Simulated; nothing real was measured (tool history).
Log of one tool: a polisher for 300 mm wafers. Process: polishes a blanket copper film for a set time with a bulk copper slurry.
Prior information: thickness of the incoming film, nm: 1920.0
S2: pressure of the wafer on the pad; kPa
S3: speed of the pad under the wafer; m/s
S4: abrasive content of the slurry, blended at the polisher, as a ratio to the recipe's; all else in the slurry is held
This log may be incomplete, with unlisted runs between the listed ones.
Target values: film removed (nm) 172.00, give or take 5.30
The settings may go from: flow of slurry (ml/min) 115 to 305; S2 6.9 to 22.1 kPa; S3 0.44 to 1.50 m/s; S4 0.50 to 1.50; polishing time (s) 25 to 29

{"run": 1, "hour": 0.0, "flow of slurry (ml/min)": 195, "S2": 14.5, "S3": 0.96, "S4": 1.0, "polishing time (s)": 29, "film removed (nm)": 250.6}
{"run": 2, "hour": 2.2, "flow of slurry (ml/min)": 195, "S2": 17.2, "S3": 0.96, "S4": 1.0, "polishing time (s)": 29, "film removed (nm)": 289.04}
{"run": 3, "hour": 3.6, "flow of slurry (ml/min)": 195, "S2": 17.2, "S3": 1.2, "S4": 1.0, "polishing time (s)": 29, "film removed (nm)": 361.72}
{"run": 4, "hour": 9.7, "flow of slurry (ml/min)": 195, "S2": 17.2, "S3": 1.2, "S4": 1.15, "polishing time (s)": 29, "film removed (nm)": 374.79}
{"run": 5, "hour": 13.6, "flow of slurry (ml/min)": 195, "S2": 17.2, "S3": 1.02, "S4": 1.15, "polishing time (s)": 29, "film removed (nm)": 320.2}
{"run": 6, "hour": 17.8, "flow of slurry (ml/min)": 175, "S2": 17.2, "S3": 1.02, "S4": 1.15, "polishing time (s)": 29, "film removed (nm)": 321.97}
{"hour": 26.4, "done": "head pressure recalibrated"}
{"run": 7, "hour": 26.4, "flow of slurry (ml/min)": 175, "S2": 17.2, "S3": 1.02, "S4": 1.15, "polishing time (s)": 29, "film removed (nm)": 289.15}
{"run": 8, "hour": 28.9, "flow of slurry (ml/min)": 165, "S2": 16.5, "S3": 1.02, "S4": 1.15, "polishing time (s)": 29, "film removed (nm)": 272.37}
{"run": 9, "hour": 34.5, "flow of slurry (ml/min)": 155, "S2": 15.9, "S3": 1.02, "S4": 1.15, "polishing time (s)": 29, "film removed (nm)": 262.94}
{"run": 10, "hour": 39.8, "flow of slurry (ml/min)": 155, "S2": 11.7, "S3": 1.0, "S4": 1.15, "polishing time (s)": 29, "film removed (nm)": 192.5}
{"run": 11, "hour": 47.2, "flow of slurry (ml/min)": 150, "S2": 11.7, "S3": 1.0, "S4": 1.15, "polishing time (s)": 29, "film removed (nm)": 191.63}
{"run": 12, "hour": 49.9, "flow of slurry (ml/min)": 145, "S2": 11.7, "S3": 1.0, "S4": 1.15, "polishing time (s)": 29, "film removed (nm)": 191.76}
{"run": 13, "hour": 55.8, "flow of slurry (ml/min)": 140, "S2": 11.7, "S3": 1.0, "S4": 1.15, "polishing time (s)": 29, "film removed (nm)": 190.74}
{"run": 14, "hour": 59.4, "flow of slurry (ml/min)": 135, "S2": 11.7, "S3": 1.0, "S4": 1.15, "polishing time (s)": 29, "film removed (nm)": 188.54}

Which one of the following 4 next-run settings gets every result inside its allowed miss? There is exactly one.
{"run": "A", "hour": 63.0, "flow of slurry (ml/min)": 180, "S2": 13.1, "S3": 1.02, "S4": 0.95, "polishing time (s)": 29, "film removed (nm)": "?"}
{"run": "B", "hour": 63.0, "flow of slurry (ml/min)": 115, "S2": 11.0, "S3": 1.02, "S4": 1.05, "polishing time (s)": 26, "film removed (nm)": "?"}
{"run": "C", "hour": 63.0, "flow of slurry (ml/min)": 145, "S2": 12.4, "S3": 0.88, "S4": 1.15, "polishing time (s)": 28, "film removed (nm)": "?"}
{"run": "D", "hour": 63.0, "flow of slurry (ml/min)": 170, "S2": 11.0, "S3": 1.22, "S4": 1.2, "polishing time (s)": 29, "film removed (nm)": "?"}

move=A film_removed_(nm)=214.80
move=B film_removed_(nm)=157.13
move=C film_removed_(nm)=172.16
move=D film_removed_(nm)=224.68
A: its largest miss is bigger than the last run's
B: takes the biggest miss from the last run beyond its target
C: every result lands within tolerance
D: its largest miss is bigger than the last run's
The right move is C.

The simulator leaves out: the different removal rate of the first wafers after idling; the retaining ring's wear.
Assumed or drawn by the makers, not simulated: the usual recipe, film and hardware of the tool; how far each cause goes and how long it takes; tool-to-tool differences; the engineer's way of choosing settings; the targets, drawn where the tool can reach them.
